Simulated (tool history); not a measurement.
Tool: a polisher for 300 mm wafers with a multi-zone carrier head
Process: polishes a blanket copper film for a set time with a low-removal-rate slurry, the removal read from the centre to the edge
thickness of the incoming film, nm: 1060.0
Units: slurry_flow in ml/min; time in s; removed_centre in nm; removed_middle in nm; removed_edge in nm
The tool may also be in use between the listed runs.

run 1 hour=0 | slurry_flow=210 centre_zone=1 middle_zone=1 edge_zone=1 slurry_solids=1 time=52 | removed_centre=158.73 removed_middle=157.83 removed_edge=158.96
run 2 hour=1.6 | slurry_flow=255 centre_zone=1 middle_zone=1 edge_zone=1 slurry_solids=1 time=52 | removed_centre=162.79 removed_middle=157.06 removed_edge=162.17
run 3 hour=4.4 | slurry_flow=255 centre_zone=0.99 middle_zone=0.99 edge_zone=0.99 slurry_solids=0.95 time=50 | removed_centre=153.83 removed_middle=155.71 removed_edge=153.9
run 4 hour=13.3 | slurry_flow=280 centre_zone=0.99 middle_zone=0.99 edge_zone=0.99 slurry_solids=0.95 time=50 | removed_centre=155.85 removed_middle=152.65 removed_edge=153.68
run 5 hour=18.9 | slurry_flow=280 centre_zone=0.99 middle_zone=0.98 edge_zone=1 slurry_solids=0.9 time=48 | removed_centre=149.9 removed_middle=145.72 removed_edge=143.48
run 6 hour=20.6 | slurry_flow=280 centre_zone=0.99 middle_zone=0.98 edge_zone=1 slurry_solids=0.9 time=38 | removed_centre=117.89 removed_middle=116.66 removed_edge=116.79
run 7 hour=28.2 | slurry_flow=280 centre_zone=0.98 middle_zone=0.97 edge_zone=1.01 slurry_solids=0.85 time=37 | removed_centre=110.78 removed_middle=110.43 removed_edge=110.71

Run 8 comes next. What will it give?
run 8 hour=30.5 | slurry_flow=280 centre_zone=0.98 middle_zone=0.97 edge_zone=1.01 slurry_solids=0.85 time=37 | removed_centre=? removed_middle=? removed_edge=?

Run 8 gave removed_centre 112.61 nm, removed_middle 113.26 nm, removed_edge 112.16 nm.
